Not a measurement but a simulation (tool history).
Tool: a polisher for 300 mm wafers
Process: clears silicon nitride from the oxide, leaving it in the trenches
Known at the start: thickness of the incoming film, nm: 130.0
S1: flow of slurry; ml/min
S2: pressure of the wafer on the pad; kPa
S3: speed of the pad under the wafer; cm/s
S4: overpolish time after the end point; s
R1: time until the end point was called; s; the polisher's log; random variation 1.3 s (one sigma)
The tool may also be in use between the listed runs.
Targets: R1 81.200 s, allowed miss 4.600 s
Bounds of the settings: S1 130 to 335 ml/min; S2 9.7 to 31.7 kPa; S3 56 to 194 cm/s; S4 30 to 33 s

run 1 hour=0.0 | S1=215 S2=20.7 S3=124 S4=30 | R1=117.060
run 2 hour=3.9 | S1=195 S2=20.7 S3=124 S4=30 | R1=120.590
run 3 hour=11.5 | S1=145 S2=20.7 S3=124 S4=30 | R1=123.600
run 4 hour=18.6 | S1=145 S2=20.7 S3=92 S4=30 | R1=168.960
run 5 hour=24.2 | S1=145 S2=23.4 S3=98 S4=30 | R1=145.100
run 6 hour=25.1 | S1=145 S2=23.4 S3=98 S4=30 | R1=142.400
run 7 hour=28.9 | S1=150 S2=29.0 S3=124 S4=30 | R1=97.741
run 8 hour=35.3 | S1=155 S2=29.6 S3=126 S4=30 | R1=96.945
run 9 hour=40.0 | S1=155 S2=30.3 S3=130 S4=30 | R1=91.106

4 next moves are on the table. One of them brings every result within its allowed miss. Which?
run A hour=44.7 | S1=170 S2=26.2 S3=136 S4=33 | R1=?
run B hour=44.7 | S1=140 S2=29.6 S3=130 S4=30 | R1=?
run C hour=44.7 | S1=140 S2=31.7 S3=138 S4=30 | R1=?
run D hour=44.7 | S1=230 S2=27.6 S3=170 S4=30 | R1=?

move=A R1=94.411
move=B R1=91.926
move=C R1=82.405
move=D R1=70.977
A: further off than the last run
B: further off than the last run
C: meets every target
D: takes the result that was furthest off past its target
Answer: C

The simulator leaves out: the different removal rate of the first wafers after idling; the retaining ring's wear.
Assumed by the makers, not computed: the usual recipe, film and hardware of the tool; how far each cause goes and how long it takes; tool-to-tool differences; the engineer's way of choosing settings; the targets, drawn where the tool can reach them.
